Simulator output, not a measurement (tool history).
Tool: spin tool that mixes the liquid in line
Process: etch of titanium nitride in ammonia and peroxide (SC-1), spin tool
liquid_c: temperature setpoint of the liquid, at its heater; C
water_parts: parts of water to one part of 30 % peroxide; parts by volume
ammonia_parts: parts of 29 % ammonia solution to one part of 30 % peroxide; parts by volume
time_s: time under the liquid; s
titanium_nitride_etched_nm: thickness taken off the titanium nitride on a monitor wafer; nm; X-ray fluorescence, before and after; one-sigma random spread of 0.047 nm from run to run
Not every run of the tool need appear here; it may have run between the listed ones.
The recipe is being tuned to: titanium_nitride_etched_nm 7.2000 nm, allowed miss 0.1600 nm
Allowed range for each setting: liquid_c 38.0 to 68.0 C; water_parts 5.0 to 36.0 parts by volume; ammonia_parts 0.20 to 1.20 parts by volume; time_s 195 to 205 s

{"run": 1, "day": 0.0, "liquid_c": 52.0, "water_parts": 20.0, "ammonia_parts": 0.85, "time_s": 195, "titanium_nitride_etched_nm": 7.8806}
{"run": 2, "day": 0.333, "liquid_c": 51.5, "water_parts": 20.0, "ammonia_parts": 0.85, "time_s": 195, "titanium_nitride_etched_nm": 7.5331}
{"run": 3, "day": 0.65, "liquid_c": 51.5, "water_parts": 20.0, "ammonia_parts": 1.0, "time_s": 195, "titanium_nitride_etched_nm": 7.7846}
{"run": 4, "day": 0.938, "liquid_c": 54.5, "water_parts": 20.0, "ammonia_parts": 1.0, "time_s": 195, "titanium_nitride_etched_nm": 9.6935}
{"run": 5, "day": 1.225, "liquid_c": 53.5, "water_parts": 20.0, "ammonia_parts": 1.0, "time_s": 195, "titanium_nitride_etched_nm": 9.0502}
{"run": 6, "day": 1.288, "liquid_c": 60.5, "water_parts": 20.0, "ammonia_parts": 1.0, "time_s": 195, "titanium_nitride_etched_nm": 14.343}
{"run": 7, "day": 1.654, "liquid_c": 58.0, "water_parts": 20.0, "ammonia_parts": 1.0, "time_s": 195, "titanium_nitride_etched_nm": 12.112}
{"run": 8, "day": 1.821, "liquid_c": 58.0, "water_parts": 20.0, "ammonia_parts": 1.0, "time_s": 195, "titanium_nitride_etched_nm": 12.258}
{"run": 9, "day": 2.029, "liquid_c": 58.0, "water_parts": 20.0, "ammonia_parts": 1.0, "time_s": 195, "titanium_nitride_etched_nm": 12.204}
{"run": 10, "day": 2.175, "liquid_c": 56.0, "water_parts": 20.0, "ammonia_parts": 1.0, "time_s": 195, "titanium_nitride_etched_nm": 10.635}
{"run": 11, "day": 2.229, "liquid_c": 54.5, "water_parts": 20.0, "ammonia_parts": 1.0, "time_s": 195, "titanium_nitride_etched_nm": 9.6584}
{"run": 12, "day": 2.367, "liquid_c": 53.5, "water_parts": 20.0, "ammonia_parts": 1.0, "time_s": 195, "titanium_nitride_etched_nm": 9.0346}
{"run": 13, "day": 2.658, "liquid_c": 52.5, "water_parts": 20.0, "ammonia_parts": 1.0, "time_s": 195, "titanium_nitride_etched_nm": 8.4336}
{"run": 14, "day": 2.817, "liquid_c": 52.0, "water_parts": 20.0, "ammonia_parts": 1.0, "time_s": 195, "titanium_nitride_etched_nm": 8.0499}
{"run": 15, "day": 3.158, "liquid_c": 51.5, "water_parts": 20.0, "ammonia_parts": 1.0, "time_s": 195, "titanium_nitride_etched_nm": 7.8376}
{"run": 16, "day": 3.338, "liquid_c": 51.0, "water_parts": 20.0, "ammonia_parts": 1.0, "time_s": 195, "titanium_nitride_etched_nm": 7.592}

Below are 5 possible settings for the next run. Only one of them brings all results inside the allowed miss of their targets. Which is it?
{"run": "A", "day": 3.517, "liquid_c": 51.0, "water_parts": 17.5, "ammonia_parts": 0.7, "time_s": 205, "titanium_nitride_etched_nm": "?"}
{"run": "B", "day": 3.517, "liquid_c": 53.5, "water_parts": 27.5, "ammonia_parts": 1.0, "time_s": 205, "titanium_nitride_etched_nm": "?"}
{"run": "C", "day": 3.517, "liquid_c": 50.0, "water_parts": 17.5, "ammonia_parts": 1.0, "time_s": 195, "titanium_nitride_etched_nm": "?"}
{"run": "D", "day": 3.517, "liquid_c": 50.5, "water_parts": 19.5, "ammonia_parts": 0.85, "time_s": 195, "titanium_nitride_etched_nm": "?"}
{"run": "E", "day": 3.517, "liquid_c": 47.5, "water_parts": 14.5, "ammonia_parts": 0.9, "time_s": 195, "titanium_nitride_etched_nm": "?"}

move=A titanium_nitride_etched_nm=8.1106
move=B titanium_nitride_etched_nm=7.9934
move=C titanium_nitride_etched_nm=7.6579
move=D titanium_nitride_etched_nm=7.2691
move=E titanium_nitride_etched_nm=6.9796
A: lands further from the targets than the last run did
B: lands further from the targets than the last run did
C: lands further from the targets than the last run did
D: every result lands within tolerance
E: carries the result that was furthest off beyond its target, to the other side
Answer: D
